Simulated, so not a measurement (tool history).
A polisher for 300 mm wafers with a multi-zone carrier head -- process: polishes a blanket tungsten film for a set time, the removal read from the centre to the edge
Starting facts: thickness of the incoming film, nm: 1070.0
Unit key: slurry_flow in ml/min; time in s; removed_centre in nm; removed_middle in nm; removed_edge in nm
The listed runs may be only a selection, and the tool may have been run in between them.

run	day	slurry_flow	centre_zone	middle_zone	edge_zone	slurry_solids	time	removed_centre	removed_middle	removed_edge
1	0.000	250	1.00	1.00	1.00	1.00	65	287.01	294.29	304.20
2	0.250	250	1.00	1.00	0.94	1.00	65	290.65	288.95	286.98
3	0.538	255	1.01	1.00	0.97	1.05	65	292.35	295.00	297.10
4	0.712	255	1.02	1.00	1.00	1.10	65	299.18	302.54	303.76
5	0.742	255	1.02	1.05	1.00	1.10	65	295.83	304.93	292.59
6	0.871	255	1.02	1.05	1.00	0.95	65	288.94	295.18	288.98
7	1.217	255	1.03	1.03	1.02	1.00	65	295.94	291.84	298.36
8	1.488	260	1.03	1.02	1.04	1.05	66	304.62	302.35	303.15

The next listed run, before its measurement:
9	1.588	255	1.02	1.00	1.05	1.10	67	?	?	?

{"run 9": {"removed_centre": 301.12, "removed_middle": 306.18, "removed_edge": 314.99}}

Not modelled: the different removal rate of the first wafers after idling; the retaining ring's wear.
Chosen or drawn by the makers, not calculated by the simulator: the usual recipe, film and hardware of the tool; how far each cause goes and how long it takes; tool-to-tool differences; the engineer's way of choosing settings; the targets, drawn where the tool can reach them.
